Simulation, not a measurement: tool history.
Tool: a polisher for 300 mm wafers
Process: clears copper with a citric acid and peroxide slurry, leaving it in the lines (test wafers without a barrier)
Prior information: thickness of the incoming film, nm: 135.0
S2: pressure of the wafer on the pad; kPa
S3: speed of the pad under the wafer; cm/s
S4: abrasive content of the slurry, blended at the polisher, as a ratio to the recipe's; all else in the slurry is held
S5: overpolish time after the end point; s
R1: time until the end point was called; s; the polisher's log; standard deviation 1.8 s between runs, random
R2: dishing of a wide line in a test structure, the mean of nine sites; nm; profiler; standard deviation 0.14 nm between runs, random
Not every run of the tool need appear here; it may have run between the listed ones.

run 1 hour=0 | flow_of_slurry_(ml/min)=150 S2=14.5 S3=104 S4=1 S5=11 | R1=75.248 R2=11.148
run 2 hour=4.4 | flow_of_slurry_(ml/min)=145 S2=12.4 S3=98 S4=1 S5=12 | R1=94.392 R2=10.213
run 3 hour=13.1 | flow_of_slurry_(ml/min)=145 S2=15.2 S3=98 S4=1 S5=12 | R1=77.182 R2=11.919
run 4 hour=14.7 | flow_of_slurry_(ml/min)=140 S2=13.1 S3=96 S4=1 S5=13 | R1=90.865 R2=10.87
run 5 hour=22.2 | flow_of_slurry_(ml/min)=140 S2=13.1 S3=96 S4=1 S5=10 | R1=90.535 R2=8.9462
run 6 hour=29.9 | flow_of_slurry_(ml/min)=140 S2=13.1 S3=96 S4=1 S5=8 | R1=89.995 R2=7.6545
run 7 hour=34.8 | flow_of_slurry_(ml/min)=135 S2=11.7 S3=94 S4=1 S5=10 | R1=103.2 R2=7.9504
run 8 hour=42.8 | flow_of_slurry_(ml/min)=130 S2=10.3 S3=94 S4=1 S5=12 | R1=116.65 R2=8.8572
run 9 hour=48.2 | flow_of_slurry_(ml/min)=115 S2=6.9 S3=92 S4=1 S5=15 | R1=170.77 R2=7.3687

Estimate the outcome of run 10 from the log above:
run 10 hour=54 | flow_of_slurry_(ml/min)=125 S2=6.9 S3=92 S4=1 S5=16 | R1=? R2=?

For run 10 the tool returned R1 171.33 s, R2 7.8947 nm.
